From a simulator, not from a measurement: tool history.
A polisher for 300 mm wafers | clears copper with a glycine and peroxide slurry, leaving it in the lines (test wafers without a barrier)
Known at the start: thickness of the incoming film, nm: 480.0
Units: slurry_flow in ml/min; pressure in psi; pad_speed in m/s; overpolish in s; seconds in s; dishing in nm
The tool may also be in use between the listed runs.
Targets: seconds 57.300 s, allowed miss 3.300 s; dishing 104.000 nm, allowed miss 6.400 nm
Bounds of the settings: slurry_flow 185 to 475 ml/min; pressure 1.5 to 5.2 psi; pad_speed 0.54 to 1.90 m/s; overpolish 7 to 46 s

{"run": 1, "day": 0.0, "slurry_flow": 305, "pressure": 3.3, "pad_speed": 1.22, "overpolish": 24, "seconds": 76.528, "dishing": 75.234}
{"run": 2, "day": 0.142, "slurry_flow": 305, "pressure": 3.6, "pad_speed": 1.22, "overpolish": 25, "seconds": 73.002, "dishing": 83.166}
{"run": 3, "day": 0.404, "slurry_flow": 305, "pressure": 3.9, "pad_speed": 1.24, "overpolish": 25, "seconds": 62.857, "dishing": 87.498}
{"run": 4, "day": 0.562, "slurry_flow": 305, "pressure": 3.6, "pad_speed": 1.24, "overpolish": 25, "seconds": 67.811, "dishing": 81.99}
{"run": 5, "day": 0.621, "slurry_flow": 305, "pressure": 3.8, "pad_speed": 1.24, "overpolish": 26, "seconds": 64.319, "dishing": 87.896}
{"run": 6, "day": 0.971, "slurry_flow": 305, "pressure": 3.8, "pad_speed": 1.08, "overpolish": 26, "seconds": 75.793, "dishing": 81.607}
{"run": 7, "day": 1.2, "slurry_flow": 305, "pressure": 4.0, "pad_speed": 1.08, "overpolish": 27, "seconds": 71.44, "dishing": 85.416}
{"run": 8, "day": 1.379, "slurry_flow": 305, "pressure": 4.2, "pad_speed": 1.08, "overpolish": 28, "seconds": 67.184, "dishing": 90.556}
{"run": 9, "day": 1.496, "slurry_flow": 305, "pressure": 4.3, "pad_speed": 1.08, "overpolish": 29, "seconds": 67.913, "dishing": 92.026}
{"run": 10, "day": 1.779, "slurry_flow": 305, "pressure": 4.5, "pad_speed": 1.08, "overpolish": 29, "seconds": 64.408, "dishing": 95.534}
{"run": 11, "day": 2.083, "slurry_flow": 305, "pressure": 4.6, "pad_speed": 1.08, "overpolish": 29, "seconds": 62.51, "dishing": 98.819}
{"day": 2.392, "done": "head pressure recalibrated"}
{"run": 12, "day": 2.392, "slurry_flow": 305, "pressure": 4.7, "pad_speed": 1.08, "overpolish": 29, "seconds": 65.097, "dishing": 93.663}
{"run": 13, "day": 2.704, "slurry_flow": 305, "pressure": 4.8, "pad_speed": 1.1, "overpolish": 29, "seconds": 64.508, "dishing": 94.687}

Which of these 5 next moves meets every target?
{"run": "A", "day": 3.017, "slurry_flow": 305, "pressure": 4.9, "pad_speed": 1.34, "overpolish": 26, "seconds": "?", "dishing": "?"}
{"run": "B", "day": 3.017, "slurry_flow": 240, "pressure": 4.8, "pad_speed": 1.08, "overpolish": 39, "seconds": "?", "dishing": "?"}
{"run": "C", "day": 3.017, "slurry_flow": 350, "pressure": 4.8, "pad_speed": 1.22, "overpolish": 32, "seconds": "?", "dishing": "?"}
{"run": "D", "day": 3.017, "slurry_flow": 330, "pressure": 4.7, "pad_speed": 1.04, "overpolish": 41, "seconds": "?", "dishing": "?"}
{"run": "E", "day": 3.017, "slurry_flow": 305, "pressure": 4.9, "pad_speed": 1.2, "overpolish": 24, "seconds": "?", "dishing": "?"}

move=A seconds=50.802 dishing=99.751
move=B seconds=64.348 dishing=107.100
move=C seconds=55.793 dishing=104.430
move=D seconds=65.940 dishing=107.920
move=E seconds=56.187 dishing=92.155
A: takes the result that was furthest off past its target
B: as far off as the last run
C: meets every target
D: further off than the last run
E: brings the result that was furthest off to its target, and leaves another outside
Answer: C
